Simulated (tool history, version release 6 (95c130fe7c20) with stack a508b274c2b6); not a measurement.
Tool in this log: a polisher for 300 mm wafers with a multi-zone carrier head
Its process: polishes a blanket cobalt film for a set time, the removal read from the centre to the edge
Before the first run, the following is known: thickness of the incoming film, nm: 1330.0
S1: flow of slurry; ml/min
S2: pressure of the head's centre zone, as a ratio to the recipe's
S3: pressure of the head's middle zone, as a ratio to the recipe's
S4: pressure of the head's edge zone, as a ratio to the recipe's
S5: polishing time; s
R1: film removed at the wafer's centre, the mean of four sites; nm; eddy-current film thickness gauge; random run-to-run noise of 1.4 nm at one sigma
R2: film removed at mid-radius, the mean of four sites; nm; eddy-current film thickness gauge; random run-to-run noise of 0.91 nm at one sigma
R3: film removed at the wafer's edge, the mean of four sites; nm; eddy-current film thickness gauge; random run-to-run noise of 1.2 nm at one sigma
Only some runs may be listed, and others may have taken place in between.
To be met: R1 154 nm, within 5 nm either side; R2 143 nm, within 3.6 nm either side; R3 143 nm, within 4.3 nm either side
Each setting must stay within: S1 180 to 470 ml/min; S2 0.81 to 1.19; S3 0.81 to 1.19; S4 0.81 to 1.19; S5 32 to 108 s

{"run": 1, "hour": 0.0, "S1": 300, "S2": 1, "S3": 1, "S4": 1, "S5": 70, "R1": 262.27, "R2": 267.2, "R3": 257.63}
{"run": 2, "hour": 6.2, "S1": 300, "S2": 1.06, "S3": 1, "S4": 1, "S5": 70, "R1": 280.41, "R2": 272.63, "R3": 252.3}
{"run": 3, "hour": 11.6, "S1": 295, "S2": 1.04, "S3": 0.96, "S4": 0.96, "S5": 58, "R1": 229.43, "R2": 218.06, "R3": 209}
{"run": 4, "hour": 19.6, "S1": 295, "S2": 1.04, "S3": 0.96, "S4": 0.91, "S5": 58, "R1": 221.72, "R2": 216.44, "R3": 206.38}
{"run": 5, "hour": 27.8, "S1": 290, "S2": 1.04, "S3": 0.94, "S4": 0.89, "S5": 50, "R1": 195.5, "R2": 185.03, "R3": 178.96}
{"run": 6, "hour": 35.8, "S1": 290, "S2": 1.04, "S3": 0.87, "S4": 0.89, "S5": 50, "R1": 196.22, "R2": 175.45, "R3": 176.33}
{"run": 7, "hour": 42.2, "S1": 285, "S2": 1.03, "S3": 0.87, "S4": 0.87, "S5": 46, "R1": 178.11, "R2": 160.54, "R3": 158.07}
{"run": 8, "hour": 43.6, "S1": 265, "S2": 1, "S3": 0.85, "S4": 0.86, "S5": 46, "R1": 172.86, "R2": 157.2, "R3": 158.94}
{"run": 9, "hour": 49.9, "S1": 270, "S2": 0.97, "S3": 0.85, "S4": 0.83, "S5": 38, "R1": 138.67, "R2": 128.19, "R3": 130.34}
{"run": 10, "hour": 57.0, "S1": 275, "S2": 1.03, "S3": 0.91, "S4": 0.93, "S5": 37, "R1": 143.76, "R2": 131.47, "R3": 133.09}
{"run": 11, "hour": 59.8, "S1": 305, "S2": 1.03, "S3": 0.92, "S4": 0.94, "S5": 37, "R1": 145.43, "R2": 135.63, "R3": 133.79}
{"run": 12, "hour": 66.0, "S1": 355, "S2": 1.05, "S3": 0.93, "S4": 1.04, "S5": 39, "R1": 155.45, "R2": 143.38, "R3": 146.58}

4 next moves are on the table. One of them brings every result within its allowed miss. Which?
{"run": "A", "hour": 72.2, "S1": 365, "S2": 0.97, "S3": 0.86, "S4": 1.08, "S5": 41, "R1": "?", "R2": "?", "R3": "?"}
{"run": "B", "hour": 72.2, "S1": 365, "S2": 1.01, "S3": 0.88, "S4": 1.04, "S5": 41, "R1": "?", "R2": "?", "R3": "?"}
{"run": "C", "hour": 72.2, "S1": 335, "S2": 1.05, "S3": 0.93, "S4": 1, "S5": 39, "R1": "?", "R2": "?", "R3": "?"}
{"run": "D", "hour": 72.2, "S1": 355, "S2": 1.12, "S3": 0.98, "S4": 0.97, "S5": 37, "R1": "?", "R2": "?", "R3": "?"}

move=A R1=152.39 R2=146.47 R3=159.15
move=B R1=158.18 R2=148.83 R3=156.72
move=C R1=154.89 R2=146.26 R3=145.98
move=D R1=156.81 R2=144.69 R3=137.27
A: lands further from the targets than the last run did
B: lands further from the targets than the last run did
C: in spec on every target
D: the result that was furthest off in the last run now lies on the other side of its target
The move that meets every target is C.
